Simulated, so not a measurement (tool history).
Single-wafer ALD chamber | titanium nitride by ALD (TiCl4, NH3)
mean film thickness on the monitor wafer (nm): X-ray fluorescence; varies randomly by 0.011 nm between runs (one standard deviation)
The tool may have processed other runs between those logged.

| run | hour | heater temperature setpoint (deg C) | number of ALD cycles (cycles) | NH3 pulse time (s) | mean film thickness on the monitor wafer (nm) |
|---|---|---|---|---|---|
| 1 | 0 | 380 | 109 | 3.14 | 2.4865 |
| 2 | 4.3 | 372 | 109 | 2.49 | 2.4113 |
| 3 | 11.8 | 367 | 109 | 2.05 | 2.3546 |
| 4 | 20.4 | 367 | 109 | 2.05 | 2.3807 |
| 5 | 25.5 | 367 | 109 | 2.78 | 2.4228 |
| 6 | 34.5 | 362 | 109 | 2.78 | 2.4084 |

What does the tool deliver on the next run?
| 7 | 36.7 | 360 | 109 | 2.25 | ? |

{"run 7": {"mean film thickness on the monitor wafer (nm)": 2.3448}}
